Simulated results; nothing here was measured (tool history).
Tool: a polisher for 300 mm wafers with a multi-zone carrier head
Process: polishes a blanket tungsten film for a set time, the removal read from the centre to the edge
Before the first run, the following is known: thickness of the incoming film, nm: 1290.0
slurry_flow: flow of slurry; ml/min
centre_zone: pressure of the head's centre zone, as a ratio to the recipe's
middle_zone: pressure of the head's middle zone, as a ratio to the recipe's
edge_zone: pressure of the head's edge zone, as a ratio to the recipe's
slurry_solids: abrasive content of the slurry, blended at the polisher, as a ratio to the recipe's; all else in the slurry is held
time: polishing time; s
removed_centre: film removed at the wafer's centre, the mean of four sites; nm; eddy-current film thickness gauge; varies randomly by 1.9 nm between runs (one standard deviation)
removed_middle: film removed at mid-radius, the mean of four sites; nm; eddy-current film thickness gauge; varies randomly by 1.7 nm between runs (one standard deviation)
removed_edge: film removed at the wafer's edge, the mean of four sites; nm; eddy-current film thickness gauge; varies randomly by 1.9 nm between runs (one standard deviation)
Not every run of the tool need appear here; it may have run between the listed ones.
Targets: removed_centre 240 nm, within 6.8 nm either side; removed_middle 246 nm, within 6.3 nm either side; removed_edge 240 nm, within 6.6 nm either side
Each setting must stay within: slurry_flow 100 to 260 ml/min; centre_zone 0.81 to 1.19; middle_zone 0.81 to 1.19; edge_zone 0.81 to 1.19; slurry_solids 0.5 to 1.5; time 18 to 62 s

Run 1, hour 0: slurry_flow 165 ml/min, centre_zone 1, middle_zone 1, edge_zone 1, slurry_solids 1, time 40 s. Result: removed_centre 268.46 nm, removed_middle 265 nm, removed_edge 268.69 nm.
Run 2, hour 3.4: slurry_flow 165 ml/min, centre_zone 1, middle_zone 0.95, edge_zone 1, slurry_solids 1, time 40 s. Result: removed_centre 268.07 nm, removed_middle 253.91 nm, removed_edge 266.99 nm.
Run 3, hour 4.8: slurry_flow 160 ml/min, centre_zone 1, middle_zone 0.95, edge_zone 0.99, slurry_solids 1, time 40 s. Result: removed_centre 264.71 nm, removed_middle 258.42 nm, removed_edge 264.73 nm.
Run 4, hour 7.7: slurry_flow 160 ml/min, centre_zone 1, middle_zone 0.95, edge_zone 0.99, slurry_solids 1.05, time 40 s. Result: removed_centre 272.08 nm, removed_middle 258.11 nm, removed_edge 267.69 nm.
Run 5, hour 14.4: slurry_flow 185 ml/min, centre_zone 1, middle_zone 0.95, edge_zone 0.99, slurry_solids 1.05, time 40 s. Result: removed_centre 279.17 nm, removed_middle 266 nm, removed_edge 274.9 nm.
Run 6, hour 15.7: slurry_flow 185 ml/min, centre_zone 1, middle_zone 0.87, edge_zone 0.99, slurry_solids 1.05, time 40 s. Result: removed_centre 279.88 nm, removed_middle 244.91 nm, removed_edge 274.99 nm.
Run 7, hour 22.3: slurry_flow 180 ml/min, centre_zone 1, middle_zone 0.88, edge_zone 0.98, slurry_solids 1.05, time 40 s. Result: removed_centre 276.65 nm, removed_middle 248.67 nm, removed_edge 272.82 nm.
Run 8, hour 27.4: slurry_flow 175 ml/min, centre_zone 1, middle_zone 0.89, edge_zone 0.97, slurry_solids 1.05, time 40 s. Result: removed_centre 271.96 nm, removed_middle 243.97 nm, removed_edge 268.06 nm.
Run 9, hour 29.8: slurry_flow 170 ml/min, centre_zone 1, middle_zone 0.9, edge_zone 0.96, slurry_solids 1.05, time 40 s. Result: removed_centre 273.46 nm, removed_middle 246.48 nm, removed_edge 266.8 nm.
Run 10, hour 35.4: slurry_flow 165 ml/min, centre_zone 0.99, middle_zone 0.91, edge_zone 0.95, slurry_solids 1.05, time 40 s. Result: removed_centre 266.05 nm, removed_middle 248.09 nm, removed_edge 268.46 nm.
Run 11, hour 43.1: slurry_flow 160 ml/min, centre_zone 0.99, middle_zone 0.92, edge_zone 0.94, slurry_solids 1.05, time 40 s. Result: removed_centre 264.33 nm, removed_middle 251.45 nm, removed_edge 262.6 nm.
Run 12, hour 51.5: slurry_flow 160 ml/min, centre_zone 0.99, middle_zone 0.92, edge_zone 0.94, slurry_solids 1.05, time 40 s. Result: removed_centre 269.93 nm, removed_middle 248.81 nm, removed_edge 265.01 nm.
Run 13, hour 54.6: slurry_flow 155 ml/min, centre_zone 0.99, middle_zone 0.93, edge_zone 0.93, slurry_solids 1.05, time 40 s. Result: removed_centre 267.17 nm, removed_middle 251.83 nm, removed_edge 260.07 nm.
Run 14, hour 62.6: slurry_flow 150 ml/min, centre_zone 0.99, middle_zone 0.93, edge_zone 0.92, slurry_solids 1.05, time 40 s. Result: removed_centre 264.19 nm, removed_middle 251.8 nm, removed_edge 261.85 nm.
Run 15, hour 66.3: slurry_flow 150 ml/min, centre_zone 0.99, middle_zone 0.93, edge_zone 0.92, slurry_solids 1.05, time 40 s. Result: removed_centre 262.17 nm, removed_middle 249.09 nm, removed_edge 259.75 nm.
Run 16, hour 73.6: slurry_flow 145 ml/min, centre_zone 0.99, middle_zone 0.94, edge_zone 0.91, slurry_solids 1.05, time 40 s. Result: removed_centre 261.85 nm, removed_middle 245.36 nm, removed_edge 255.28 nm.
Run 17, hour 78.4: slurry_flow 140 ml/min, centre_zone 0.99, middle_zone 0.95, edge_zone 0.9, slurry_solids 1.05, time 40 s. Result: removed_centre 257.88 nm, removed_middle 250.52 nm, removed_edge 251.82 nm.
Run 18, hour 87.1: slurry_flow 135 ml/min, centre_zone 0.99, middle_zone 0.95, edge_zone 0.9, slurry_solids 1.05, time 40 s. Result: removed_centre 255.42 nm, removed_middle 247.81 nm, removed_edge 251.83 nm.
Run 19, hour 91.5: slurry_flow 130 ml/min, centre_zone 0.99, middle_zone 0.95, edge_zone 0.9, slurry_solids 1.05, time 40 s. Result: removed_centre 256.25 nm, removed_middle 242.7 nm, removed_edge 250.85 nm.
Run 20, hour 99.9: slurry_flow 130 ml/min, centre_zone 0.99, middle_zone 0.95, edge_zone 0.89, slurry_solids 1.05, time 40 s. Result: removed_centre 250.09 nm, removed_middle 244.11 nm, removed_edge 252.08 nm.
Run 21, hour 102.9: slurry_flow 130 ml/min, centre_zone 0.99, middle_zone 0.95, edge_zone 0.88, slurry_solids 1.05, time 40 s. Result: removed_centre 252.58 nm, removed_middle 248.37 nm, removed_edge 251.33 nm.
Run 22, hour 111.9: slurry_flow 105 ml/min, centre_zone 0.97, middle_zone 0.97, edge_zone 0.84, slurry_solids 1, time 40 s. Result: removed_centre 227.17 nm, removed_middle 232.36 nm, removed_edge 232.79 nm.
Run 23, hour 115.1: slurry_flow 110 ml/min, centre_zone 0.97, middle_zone 0.97, edge_zone 0.84, slurry_solids 1, time 40 s. Result: removed_centre 228.73 nm, removed_middle 235.14 nm, removed_edge 238.08 nm.
Run 24, hour 122.4: slurry_flow 115 ml/min, centre_zone 0.97, middle_zone 0.97, edge_zone 0.84, slurry_solids 1, time 40 s. Result: removed_centre 236.43 nm, removed_middle 239.2 nm, removed_edge 240.57 nm.

Of the 5 settings listed for the next run, only one would bring every result within its allowed miss of target. Which one?
Run A, hour 129.7: slurry_flow 100 ml/min, centre_zone 1.01, middle_zone 0.96, edge_zone 0.87, slurry_solids 1.15, time 39 s. Result: removed_centre ?, removed_middle ?, removed_edge ?.
Run B, hour 129.7: slurry_flow 105 ml/min, centre_zone 0.99, middle_zone 1.01, edge_zone 0.89, slurry_solids 1.1, time 40 s. Result: removed_centre ?, removed_middle ?, removed_edge ?.
Run C, hour 129.7: slurry_flow 120 ml/min, centre_zone 1.01, middle_zone 1.04, edge_zone 0.82, slurry_solids 1, time 38 s. Result: removed_centre ?, removed_middle ?, removed_edge ?.
Run D, hour 129.7: slurry_flow 120 ml/min, centre_zone 0.9, middle_zone 0.93, edge_zone 0.84, slurry_solids 1.45, time 39 s. Result: removed_centre ?, removed_middle ?, removed_edge ?.
Run E, hour 129.7: slurry_flow 120 ml/min, centre_zone 0.92, middle_zone 0.92, edge_zone 0.85, slurry_solids 0.95, time 43 s. Result: removed_centre ?, removed_middle ?, removed_edge ?.

move  removed_centre  removed_middle  removed_edge
   A          232.04          228.42        230.73
   B          235.87          246.57        238.91
   C          235.43          245.74        223.36
   D          230.66          246.47        248.22
   E          240.08          248.65        253.68
A: lands further from the targets than the last run did
B: meets every target
C: the worst result of the last run now meets its target, but another is out of spec
D: the worst result of the last run now meets its target, but another is out of spec
E: the worst result of the last run now meets its target, but another is out of spec
B meets every target.
